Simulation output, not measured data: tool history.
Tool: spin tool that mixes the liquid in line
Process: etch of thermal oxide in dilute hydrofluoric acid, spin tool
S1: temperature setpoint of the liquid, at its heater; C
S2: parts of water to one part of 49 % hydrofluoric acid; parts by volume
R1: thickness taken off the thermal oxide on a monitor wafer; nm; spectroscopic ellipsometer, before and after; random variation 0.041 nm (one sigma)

run 1 day=0 | S1=23 S2=160 time_under_the_liquid_(s)=320 | R1=9.5392
run 2 day=0.058 | S1=22.5 S2=165 time_under_the_liquid_(s)=320 | R1=9.1241
run 3 day=0.117 | S1=22 S2=170 time_under_the_liquid_(s)=320 | R1=8.5341
run 4 day=0.483 | S1=21.5 S2=170 time_under_the_liquid_(s)=320 | R1=8.4183
run 5 day=0.538 | S1=21.5 S2=130 time_under_the_liquid_(s)=320 | R1=11.469
run 6 day=0.883 | S1=21 S2=135 time_under_the_liquid_(s)=320 | R1=10.77
run 7 day=0.921 | S1=20.5 S2=140 time_under_the_liquid_(s)=320 | R1=10.241
run 8 day=1.125 | S1=17 S2=200 time_under_the_liquid_(s)=320 | R1=5.8599

Run 9 comes next. What will it give?
run 9 day=1.388 | S1=18 S2=200 time_under_the_liquid_(s)=320 | R1=?

R1: 5.9773 nm
